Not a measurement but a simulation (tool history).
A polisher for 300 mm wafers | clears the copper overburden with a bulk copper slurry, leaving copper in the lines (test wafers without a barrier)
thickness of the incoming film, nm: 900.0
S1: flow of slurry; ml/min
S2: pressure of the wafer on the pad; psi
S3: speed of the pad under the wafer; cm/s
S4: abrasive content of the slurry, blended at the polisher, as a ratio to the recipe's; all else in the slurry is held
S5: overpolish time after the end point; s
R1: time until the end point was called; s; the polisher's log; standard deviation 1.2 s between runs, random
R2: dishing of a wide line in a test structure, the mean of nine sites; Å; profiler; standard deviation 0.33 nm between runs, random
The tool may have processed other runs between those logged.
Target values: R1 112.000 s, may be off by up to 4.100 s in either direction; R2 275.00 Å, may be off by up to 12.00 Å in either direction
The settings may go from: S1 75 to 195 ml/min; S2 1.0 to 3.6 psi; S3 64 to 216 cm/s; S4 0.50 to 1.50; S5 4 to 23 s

Run 1, hour 0.0: S1 125 ml/min, S2 2.3 psi, S3 140 cm/s, S4 1.00, S5 12 s. Result: R1 88.025 s, R2 509.51 Å.
Run 2, hour 6.6: S1 145 ml/min, S2 2.3 psi, S3 140 cm/s, S4 1.00, S5 12 s. Result: R1 88.463 s, R2 505.70 Å.
Run 3, hour 8.0: S1 160 ml/min, S2 2.0 psi, S3 146 cm/s, S4 1.00, S5 9 s. Result: R1 96.726 s, R2 400.92 Å.
Run 4, hour 11.7: S1 160 ml/min, S2 2.0 psi, S3 112 cm/s, S4 1.00, S5 9 s. Result: R1 121.140 s, R2 346.31 Å.
Run 5, hour 15.0: S1 160 ml/min, S2 2.0 psi, S3 112 cm/s, S4 1.15, S5 9 s. Result: R1 116.110 s, R2 359.66 Å.
Run 6, hour 19.7: S1 160 ml/min, S2 2.0 psi, S3 112 cm/s, S4 1.15, S5 12 s. Result: R1 118.020 s, R2 424.89 Å.
Run 7, hour 27.0: S1 160 ml/min, S2 2.0 psi, S3 112 cm/s, S4 1.10, S5 9 s. Result: R1 119.190 s, R2 354.49 Å.
Run 8, hour 33.2: S1 165 ml/min, S2 2.1 psi, S3 112 cm/s, S4 1.05, S5 7 s. Result: R1 116.640 s, R2 301.65 Å.
Run 9, hour 41.9: S1 165 ml/min, S2 2.2 psi, S3 112 cm/s, S4 1.05, S5 7 s. Result: R1 110.520 s, R2 315.24 Å.

Of the 4 settings listed for the next run, only one would bring every result within its allowed miss of target. Which one?
Run A, hour 50.6: S1 155 ml/min, S2 2.8 psi, S3 90 cm/s, S4 1.10, S5 7 s. Result: R1 ?, R2 ?.
Run B, hour 50.6: S1 195 ml/min, S2 1.8 psi, S3 128 cm/s, S4 1.15, S5 6 s. Result: R1 ?, R2 ?.
Run C, hour 50.6: S1 165 ml/min, S2 2.2 psi, S3 110 cm/s, S4 0.85, S5 7 s. Result: R1 ?, R2 ?.
Run D, hour 50.6: S1 170 ml/min, S2 1.8 psi, S3 120 cm/s, S4 1.00, S5 8 s. Result: R1 ?, R2 ?.

move       R1      R2
   A  106.290  330.99
   B  110.790  278.07
   C  119.370  299.14
   D  125.670  313.90
A: lands further from the targets than the last run did
B: every result lands within tolerance
C: closes in on the targets versus the last run, not all within tolerance yet
D: neither nearer nor further off than the last run
B meets every target.
